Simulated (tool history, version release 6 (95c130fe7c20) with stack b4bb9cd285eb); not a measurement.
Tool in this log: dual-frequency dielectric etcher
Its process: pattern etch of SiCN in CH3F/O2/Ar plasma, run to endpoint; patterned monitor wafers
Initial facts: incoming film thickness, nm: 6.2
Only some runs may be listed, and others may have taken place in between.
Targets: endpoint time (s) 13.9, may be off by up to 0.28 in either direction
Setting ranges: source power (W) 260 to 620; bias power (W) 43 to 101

| run | day | source power (W) | bias power (W) | endpoint time (s) |
|---|---|---|---|---|
| 1 | 0 | 440 | 72 | 15.982 |
| 2 | 0.271 | 480 | 73 | 15.44 |
| 3 | 0.342 | 510 | 74 | 15.229 |
| 4 | 0.671 | 510 | 69 | 15.707 |
| 5 | 1.033 | 530 | 73 | 15.07 |
| 6 | 1.112 | 550 | 75 | 14.561 |
| 7 | 1.396 | 550 | 75 | 14.742 |
| 8 | 1.546 | 560 | 76 | 14.45 |
| 9 | 1.779 | 560 | 76 | 14.547 |

Exercise: of the 4 proposed moves below, exactly one satisfies all targets within the stated allowed misses. Which move is it?
| A | 2.012 | 580 | 76 | ? |
| B | 2.012 | 570 | 63 | ? |
| C | 2.012 | 570 | 60 | ? |
| D | 2.012 | 580 | 85 | ? |

| move | endpoint time (s) |
|---|---|
| A | 14.542 |
| B | 15.374 |
| C | 15.565 |
| D | 14.091 |
A: just as far off the targets as the last run
B: further off than the last run
C: further off than the last run
D: meets every target
The move that meets every target is D.
